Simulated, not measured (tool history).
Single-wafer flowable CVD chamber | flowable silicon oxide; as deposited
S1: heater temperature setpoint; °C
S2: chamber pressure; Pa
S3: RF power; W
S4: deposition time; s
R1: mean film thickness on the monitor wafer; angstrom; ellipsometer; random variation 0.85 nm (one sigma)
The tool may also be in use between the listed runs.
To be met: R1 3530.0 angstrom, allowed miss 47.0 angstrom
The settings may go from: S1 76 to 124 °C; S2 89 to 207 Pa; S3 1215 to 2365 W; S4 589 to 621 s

{"run": 1, "day": 0.0, "S1": 100, "S2": 148, "S3": 1790, "S4": 621, "R1": 5212.6}
{"run": 2, "day": 0.325, "S1": 101, "S2": 148, "S3": 1790, "S4": 621, "R1": 5015.7}
{"run": 3, "day": 0.512, "S1": 102, "S2": 148, "S3": 1790, "S4": 621, "R1": 4819.1}
{"run": 4, "day": 0.879, "S1": 102, "S2": 160, "S3": 1790, "S4": 621, "R1": 5238.5}
{"run": 5, "day": 1.246, "S1": 103, "S2": 160, "S3": 1790, "S4": 621, "R1": 5019.8}
{"run": 6, "day": 1.608, "S1": 104, "S2": 160, "S3": 1790, "S4": 621, "R1": 4826.6}
{"run": 7, "day": 1.854, "S1": 104, "S2": 160, "S3": 1790, "S4": 621, "R1": 4838.0}
{"run": 8, "day": 1.908, "S1": 115, "S2": 160, "S3": 1790, "S4": 621, "R1": 3255.6}
{"run": 9, "day": 2.079, "S1": 114, "S2": 160, "S3": 1790, "S4": 621, "R1": 3341.1}
{"run": 10, "day": 2.333, "S1": 113, "S2": 160, "S3": 1790, "S4": 621, "R1": 3472.2}

4 next moves are on the table. One of them brings every result within its allowed miss. Which?
{"run": "A", "day": 2.588, "S1": 112, "S2": 157, "S3": 2115, "S4": 621, "R1": "?"}
{"run": "B", "day": 2.588, "S1": 113, "S2": 167, "S3": 1985, "S4": 608, "R1": "?"}
{"run": "C", "day": 2.588, "S1": 107, "S2": 137, "S3": 2030, "S4": 589, "R1": "?"}
{"run": "D", "day": 2.588, "S1": 113, "S2": 168, "S3": 1920, "S4": 590, "R1": "?"}

move=A R1=3670.7
move=B R1=3629.0
move=C R1=3632.4
move=D R1=3525.5
A: takes the result that was furthest off past its target
B: takes the result that was furthest off past its target
C: takes the result that was furthest off past its target
D: meets every target
The right move is D.
